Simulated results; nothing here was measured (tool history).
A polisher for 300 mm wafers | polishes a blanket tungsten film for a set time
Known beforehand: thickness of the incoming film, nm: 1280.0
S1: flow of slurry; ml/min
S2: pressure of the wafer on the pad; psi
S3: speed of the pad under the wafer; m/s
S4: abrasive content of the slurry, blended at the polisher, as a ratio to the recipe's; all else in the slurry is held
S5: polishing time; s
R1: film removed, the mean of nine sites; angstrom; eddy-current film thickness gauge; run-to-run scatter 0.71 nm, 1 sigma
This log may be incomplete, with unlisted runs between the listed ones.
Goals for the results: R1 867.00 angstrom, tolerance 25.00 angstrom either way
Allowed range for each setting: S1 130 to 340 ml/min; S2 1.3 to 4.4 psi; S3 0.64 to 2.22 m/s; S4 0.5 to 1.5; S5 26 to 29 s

Run 1, day 0.000: S1 220 ml/min, S2 2.8 psi, S3 1.42 m/s, S4 1.0, S5 29 s. Result: R1 1205.30 angstrom.
Run 2, day 0.333: S1 220 ml/min, S2 2.7 psi, S3 1.42 m/s, S4 1.0, S5 29 s. Result: R1 1174.40 angstrom.
Run 3, day 0.375: S1 220 ml/min, S2 2.7 psi, S3 1.68 m/s, S4 1.0, S5 29 s. Result: R1 1339.80 angstrom.
Run 4, day 0.746: S1 220 ml/min, S2 2.7 psi, S3 1.68 m/s, S4 1.2, S5 29 s. Result: R1 1421.80 angstrom.
Run 5, day 0.962: S1 220 ml/min, S2 2.7 psi, S3 1.68 m/s, S4 1.3, S5 29 s. Result: R1 1459.90 angstrom.
Run 6, day 1.062: S1 220 ml/min, S2 2.5 psi, S3 1.68 m/s, S4 1.3, S5 29 s. Result: R1 1359.90 angstrom.
Run 7, day 1.317: S1 205 ml/min, S2 1.7 psi, S3 1.66 m/s, S4 1.3, S5 29 s. Result: R1 914.79 angstrom.
At day 1.575: slurry nozzle cleaned.
Run 8, day 1.575: S1 200 ml/min, S2 1.7 psi, S3 1.66 m/s, S4 1.3, S5 29 s. Result: R1 936.66 angstrom.
Run 9, day 1.892: S1 200 ml/min, S2 1.6 psi, S3 1.66 m/s, S4 1.3, S5 29 s. Result: R1 898.18 angstrom.
Run 10, day 2.100: S1 190 ml/min, S2 1.5 psi, S3 1.66 m/s, S4 1.3, S5 29 s. Result: R1 847.87 angstrom.
Run 11, day 2.375: S1 195 ml/min, S2 1.5 psi, S3 1.66 m/s, S4 1.3, S5 29 s. Result: R1 827.59 angstrom.

Exactly one of the 4 candidate moves below puts every result within its allowed miss. Which one?
Run A, day 2.650: S1 160 ml/min, S2 1.5 psi, S3 1.62 m/s, S4 1.2, S5 29 s. Result: R1 ?.
Run B, day 2.650: S1 245 ml/min, S2 1.6 psi, S3 1.34 m/s, S4 1.4, S5 28 s. Result: R1 ?.
Run C, day 2.650: S1 165 ml/min, S2 1.4 psi, S3 1.86 m/s, S4 1.2, S5 27 s. Result: R1 ?.
Run D, day 2.650: S1 175 ml/min, S2 1.7 psi, S3 1.76 m/s, S4 1.2, S5 26 s. Result: R1 ?.

move      R1
   A  804.80
   B  765.27
   C  789.60
   D  873.24
A: misses by more than the last run did
B: misses by more than the last run did
C: misses by more than the last run did
D: every result lands within tolerance
Go with D: it meets all targets.
